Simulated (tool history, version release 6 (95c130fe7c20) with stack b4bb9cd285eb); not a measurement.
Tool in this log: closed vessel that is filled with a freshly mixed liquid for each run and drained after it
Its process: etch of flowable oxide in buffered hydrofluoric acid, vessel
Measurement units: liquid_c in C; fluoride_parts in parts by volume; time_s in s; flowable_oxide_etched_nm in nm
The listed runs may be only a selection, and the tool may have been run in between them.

| run | day | liquid_c | fluoride_parts | time_s | flowable_oxide_etched_nm |
|---|---|---|---|---|---|
| 1 | 0.000 | 23.0 | 13.5 | 95 | 140.52 |
| 2 | 0.104 | 22.5 | 13.5 | 95 | 137.94 |
| 3 | 0.450 | 22.5 | 12.0 | 95 | 151.92 |
| 4 | 0.654 | 22.5 | 13.5 | 95 | 137.31 |
| 5 | 0.775 | 24.5 | 13.5 | 95 | 152.78 |
| 6 | 1.008 | 23.5 | 13.5 | 95 | 145.14 |
| 7 | 1.079 | 22.5 | 13.5 | 95 | 138.94 |

Run 8 comes next. What will it give?
| 8 | 1.279 | 21.5 | 13.5 | 95 | ? |

flowable_oxide_etched_nm: 131.02 nm
